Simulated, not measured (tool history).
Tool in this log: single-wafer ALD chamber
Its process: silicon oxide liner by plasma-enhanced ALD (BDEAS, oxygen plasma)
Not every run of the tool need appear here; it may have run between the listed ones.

| run | hour | heater temperature setpoint (K) | number of ALD cycles (cycles) | mean film thickness on the monitor wafer (Å) |
|---|---|---|---|---|
| 1 | 0.0 | 598.15 | 34 | 34.828 |
| 2 | 6.0 | 598.15 | 30 | 30.897 |
| 3 | 11.1 | 602.15 | 30 | 30.439 |
| 4 | 15.7 | 602.15 | 32 | 32.675 |
| 5 | 22.5 | 602.15 | 27 | 27.522 |
| 6 | 25.8 | 600.15 | 30 | 30.642 |

Forecast run 7:
| 7 | 27.2 | 599.15 | 32 | ? |

mean film thickness on the monitor wafer (Å): 32.869
